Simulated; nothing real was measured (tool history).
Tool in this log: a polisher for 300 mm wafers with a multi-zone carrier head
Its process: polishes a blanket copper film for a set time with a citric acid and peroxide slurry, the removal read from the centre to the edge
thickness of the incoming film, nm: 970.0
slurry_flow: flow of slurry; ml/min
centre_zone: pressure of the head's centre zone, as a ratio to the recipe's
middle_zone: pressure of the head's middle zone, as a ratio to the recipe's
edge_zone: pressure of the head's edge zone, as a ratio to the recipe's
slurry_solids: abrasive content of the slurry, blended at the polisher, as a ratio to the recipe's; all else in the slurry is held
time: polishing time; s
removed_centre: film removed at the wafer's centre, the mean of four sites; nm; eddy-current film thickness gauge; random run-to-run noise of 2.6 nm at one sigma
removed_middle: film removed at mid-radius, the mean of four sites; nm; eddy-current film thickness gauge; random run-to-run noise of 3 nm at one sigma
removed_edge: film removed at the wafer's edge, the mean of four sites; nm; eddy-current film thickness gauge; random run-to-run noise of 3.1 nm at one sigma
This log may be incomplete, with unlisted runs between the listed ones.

run,hour,slurry_flow,centre_zone,middle_zone,edge_zone,slurry_solids,time,removed_centre,removed_middle,removed_edge
1,0,260,1,1,1,1,80,225.19,224.58,229.58
2,0.9,260,1,1,1,1,64,179.74,177.59,181.78
3,6,260,1,1,1,1,48,134.71,137.04,138.26
4,8.1,260,1,1,1,1,36,103.38,102.78,105.61
5,17,260,1,1.03,1,1,36,101.32,104.36,105.08
6,25.8,270,0.98,1.05,0.99,1.1,44,124.52,133.71,125.86
7,30.3,275,0.96,1.06,1.01,1.15,49,136.57,148.12,143.91
8,33.5,335,0.86,1.16,0.91,1.4,71,188.23,246.41,217.49
9,36.7,335,0.86,1.16,0.91,1.4,71,187.74,248.5,216.39

Forecast run 10:
10,41.6,340,0.86,1.16,0.91,1.4,72,?,?,?

removed_centre: 188.65 nm
removed_middle: 254.09 nm
removed_edge: 215.84 nm
